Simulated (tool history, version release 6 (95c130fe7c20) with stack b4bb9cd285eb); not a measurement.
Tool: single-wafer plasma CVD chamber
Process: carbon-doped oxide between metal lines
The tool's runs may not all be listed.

run	day	heater temperature setpoint (deg C)	chamber pressure (Torr)	RF power (W)	deposition time (s)	mean film thickness on the monitor wafer (nm)
1	0	335	5.91	425	32.1	158.42
2	0.15	332	6.12	430	32.1	162.57
3	0.3	332	6.12	395	32.1	149.62
4	0.329	330	6.29	410	32.1	156.47
5	0.388	337	6.29	410	32.1	153.05
6	0.55	334	6.47	420	32.1	157.26
7	0.592	331	6.48	430	32.1	161.72

The next listed run, before its measurement:
8	0.754	329	6.48	435	32.1	?

{"run 8": {"mean film thickness on the monitor wafer (nm)": 163.92}}
